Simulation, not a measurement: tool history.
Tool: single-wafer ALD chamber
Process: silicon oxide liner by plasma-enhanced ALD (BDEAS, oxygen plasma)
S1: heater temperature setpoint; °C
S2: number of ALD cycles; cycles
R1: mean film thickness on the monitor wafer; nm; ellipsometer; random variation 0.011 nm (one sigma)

run	hour	S1	S2	R1
1	0	325	73	6.4147
2	9.1	325	80	6.9952
3	17	326	76	6.6542
4	24.1	326	85	7.4596
5	29.3	331	85	7.4242
6	32.6	332	80	6.9497
7	41.4	333	76	6.5924
8	42.7	333	73	6.353

The next listed run, before its measurement:
9	50.5	333	70	?

{"run 9": {"R1": 6.0729}}

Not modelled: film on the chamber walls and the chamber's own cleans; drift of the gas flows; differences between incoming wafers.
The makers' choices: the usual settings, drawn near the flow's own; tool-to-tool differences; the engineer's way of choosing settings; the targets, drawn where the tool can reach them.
